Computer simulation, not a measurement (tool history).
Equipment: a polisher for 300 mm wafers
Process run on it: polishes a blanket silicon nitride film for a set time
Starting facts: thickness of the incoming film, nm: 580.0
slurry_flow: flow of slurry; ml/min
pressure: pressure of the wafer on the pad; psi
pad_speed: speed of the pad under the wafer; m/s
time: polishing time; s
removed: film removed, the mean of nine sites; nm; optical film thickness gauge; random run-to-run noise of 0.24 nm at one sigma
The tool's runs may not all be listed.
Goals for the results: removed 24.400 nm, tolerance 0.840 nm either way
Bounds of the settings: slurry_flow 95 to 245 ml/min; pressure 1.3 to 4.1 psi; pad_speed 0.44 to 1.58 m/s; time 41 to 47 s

run 1 hour=0.0 | slurry_flow=155 pressure=2.7 pad_speed=1.00 time=47 | removed=54.106
run 2 hour=4.3 | slurry_flow=155 pressure=2.7 pad_speed=1.00 time=41 | removed=47.041
run 3 hour=5.9 | slurry_flow=155 pressure=2.7 pad_speed=1.00 time=47 | removed=53.759
run 4 hour=10.5 | slurry_flow=150 pressure=2.2 pad_speed=0.90 time=47 | removed=40.368
run 5 hour=15.2 | slurry_flow=145 pressure=1.9 pad_speed=0.84 time=47 | removed=32.747
run 6 hour=16.3 | slurry_flow=140 pressure=1.7 pad_speed=0.84 time=47 | removed=29.365
run 7 hour=16.9 | slurry_flow=130 pressure=1.6 pad_speed=0.84 time=47 | removed=27.115
run 8 hour=18.7 | slurry_flow=120 pressure=1.6 pad_speed=0.84 time=47 | removed=27.330
run 9 hour=24.1 | slurry_flow=115 pressure=1.5 pad_speed=0.84 time=47 | removed=25.509

Which one of the following 4 next-run settings gets every result inside its allowed miss? There is exactly one.
run A hour=29.5 | slurry_flow=105 pressure=1.8 pad_speed=0.76 time=45 | removed=?
run B hour=29.5 | slurry_flow=140 pressure=1.8 pad_speed=0.70 time=46 | removed=?
run C hour=29.5 | slurry_flow=115 pressure=1.6 pad_speed=0.84 time=43 | removed=?
run D hour=29.5 | slurry_flow=160 pressure=1.9 pad_speed=0.64 time=46 | removed=?

move=A removed=26.547
move=B removed=26.831
move=C removed=25.022
move=D removed=26.870
A: moves away from the targets compared with the last run
B: moves away from the targets compared with the last run
C: every result within its allowed miss
D: moves away from the targets compared with the last run
Move C is the one to make.
